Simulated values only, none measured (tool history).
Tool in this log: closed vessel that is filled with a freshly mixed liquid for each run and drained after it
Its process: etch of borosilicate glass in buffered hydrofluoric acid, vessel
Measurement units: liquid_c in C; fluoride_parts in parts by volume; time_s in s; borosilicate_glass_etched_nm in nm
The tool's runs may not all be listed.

run  hour  liquid_c  fluoride_parts  time_s  borosilicate_glass_etched_nm
  1   0.0      24.0              11     100                        124.85
  2   9.0      22.5              11     100                        114.02
  3  18.0      22.5              11     105                        120.77
  4  24.0      24.0              11     105                        130.87
  5  25.3      24.0              11     105                        130.69
  6  27.3      22.5              11     105                        121.95
  7  30.3      21.5              11     105                        113.58
  8  35.1      21.0              11     105                        110.36
  9  40.4      20.5              11     105                        108.30

Run 10 is up next; what results do you expect?
 10  48.4      20.0              11     105                             ?

borosilicate_glass_etched_nm: 104.88 nm

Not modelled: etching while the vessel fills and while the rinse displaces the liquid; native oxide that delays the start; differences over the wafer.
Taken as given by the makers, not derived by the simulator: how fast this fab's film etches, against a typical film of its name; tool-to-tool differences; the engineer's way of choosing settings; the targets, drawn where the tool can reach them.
